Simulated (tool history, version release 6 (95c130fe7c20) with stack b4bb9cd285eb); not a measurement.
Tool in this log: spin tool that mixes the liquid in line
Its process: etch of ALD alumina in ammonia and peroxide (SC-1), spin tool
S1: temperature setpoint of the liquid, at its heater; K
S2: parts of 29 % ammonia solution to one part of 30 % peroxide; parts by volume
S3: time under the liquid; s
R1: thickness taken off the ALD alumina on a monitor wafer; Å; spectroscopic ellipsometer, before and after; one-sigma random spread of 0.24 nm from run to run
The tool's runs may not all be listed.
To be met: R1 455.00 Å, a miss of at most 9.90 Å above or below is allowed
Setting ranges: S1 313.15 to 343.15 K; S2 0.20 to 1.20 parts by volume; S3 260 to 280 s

run,hour,S1,S2,S3,R1
1,0.0,329.15,0.80,260,253.66
2,0.9,329.15,0.90,260,253.96
3,9.3,329.15,0.90,280,273.59
4,17.1,333.15,0.90,280,338.89
5,19.3,333.15,0.90,280,333.81
6,27.5,333.15,0.90,280,332.38
7,33.9,334.65,0.90,280,362.58
8,40.8,335.65,0.90,280,381.06
9,48.6,335.65,0.90,280,378.43
10,56.9,336.65,0.90,280,405.07

Below are 4 possible settings for the next run. Only one of them brings all results inside the allowed miss of their targets. Which is it?
A,65.2,339.65,1.05,280,?
B,65.2,336.15,0.90,270,?
C,65.2,340.65,0.80,280,?
D,65.2,341.15,0.75,260,?

move,R1
A,471.17
B,376.30
C,482.28
D,456.09
A: carries the result that was furthest off beyond its target, to the other side
B: lands further from the targets than the last run did
C: carries the result that was furthest off beyond its target, to the other side
D: each result inside its tolerance
The right move is D.
